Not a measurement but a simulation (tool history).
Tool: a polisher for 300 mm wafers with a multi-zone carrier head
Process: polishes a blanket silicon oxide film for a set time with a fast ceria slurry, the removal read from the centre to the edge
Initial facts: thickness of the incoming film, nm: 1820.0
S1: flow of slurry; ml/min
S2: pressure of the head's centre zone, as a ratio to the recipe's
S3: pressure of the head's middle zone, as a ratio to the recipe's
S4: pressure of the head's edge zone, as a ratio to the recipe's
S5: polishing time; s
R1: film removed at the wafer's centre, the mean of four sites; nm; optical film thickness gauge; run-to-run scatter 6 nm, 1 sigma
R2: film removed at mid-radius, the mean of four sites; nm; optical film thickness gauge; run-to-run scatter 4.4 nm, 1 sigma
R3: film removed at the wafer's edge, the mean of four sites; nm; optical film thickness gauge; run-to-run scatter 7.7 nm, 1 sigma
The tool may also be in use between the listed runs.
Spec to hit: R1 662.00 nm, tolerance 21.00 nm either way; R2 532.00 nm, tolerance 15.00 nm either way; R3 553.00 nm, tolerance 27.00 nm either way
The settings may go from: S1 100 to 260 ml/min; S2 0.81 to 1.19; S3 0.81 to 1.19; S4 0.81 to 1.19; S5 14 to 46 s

run 1 day=0.000 | S1=165 S2=1.00 S3=1.00 S4=1.00 S5=30 | R1=637.40 R2=656.30 R3=653.40
run 2 day=0.304 | S1=165 S2=1.00 S3=0.94 S4=1.00 S5=30 | R1=634.26 R2=626.43 R3=657.20
run 3 day=0.483 | S1=165 S2=0.97 S3=0.94 S4=1.00 S5=30 | R1=610.51 R2=619.86 R3=655.09
run 4 day=0.525 | S1=125 S2=0.97 S3=0.94 S4=1.00 S5=30 | R1=582.01 R2=579.61 R3=647.79
run 5 day=0.758 | S1=130 S2=1.00 S3=0.93 S4=0.97 S5=30 | R1=602.08 R2=582.51 R3=631.86
run 6 day=1.133 | S1=130 S2=1.02 S3=0.92 S4=0.95 S5=30 | R1=603.10 R2=578.32 R3=626.02
run 7 day=1.292 | S1=135 S2=1.05 S3=0.90 S4=0.93 S5=30 | R1=631.61 R2=574.79 R3=616.14
run 8 day=1.512 | S1=135 S2=1.07 S3=0.89 S4=0.91 S5=30 | R1=646.03 R2=564.38 R3=613.19
run 9 day=1.725 | S1=135 S2=1.08 S3=0.89 S4=0.89 S5=30 | R1=662.67 R2=572.48 R3=613.19
run 10 day=1.846 | S1=135 S2=1.09 S3=0.89 S4=0.88 S5=30 | R1=669.23 R2=567.42 R3=600.12
run 11 day=2.042 | S1=135 S2=1.09 S3=0.89 S4=0.88 S5=30 | R1=672.93 R2=575.04 R3=598.26
run 12 day=2.329 | S1=130 S2=1.10 S3=0.89 S4=0.87 S5=30 | R1=662.83 R2=568.63 R3=601.33
run 13 day=2.367 | S1=130 S2=1.11 S3=0.89 S4=0.86 S5=30 | R1=672.90 R2=572.04 R3=584.15
run 14 day=2.529 | S1=125 S2=1.12 S3=0.88 S4=0.85 S5=30 | R1=666.71 R2=551.87 R3=603.18
run 15 day=2.554 | S1=130 S2=1.12 S3=0.88 S4=0.84 S5=30 | R1=667.60 R2=563.24 R3=579.00

Consider the 4 candidate settings below. Which is the only one whose results all fall within their allowed miss of target?
run A day=2.579 | S1=155 S2=1.12 S3=1.00 S4=0.81 S5=29 | R1=? R2=? R3=?
run B day=2.579 | S1=165 S2=1.15 S3=0.87 S4=0.87 S5=27 | R1=? R2=? R3=?
run C day=2.579 | S1=155 S2=1.19 S3=0.83 S4=0.91 S5=27 | R1=? R2=? R3=?
run D day=2.579 | S1=105 S2=1.12 S3=0.91 S4=0.87 S5=32 | R1=? R2=? R3=?

move=A R1=687.23 R2=631.03 R3=559.19
move=B R1=665.24 R2=529.06 R3=542.89
move=C R1=679.29 R2=502.94 R3=549.77
move=D R1=680.88 R2=585.85 R3=597.34
A: further off than the last run
B: all results in spec
C: moves the result that the last run missed by most past its target, out the other side
D: further off than the last run
So the answer is move B, the one that meets all the targets.
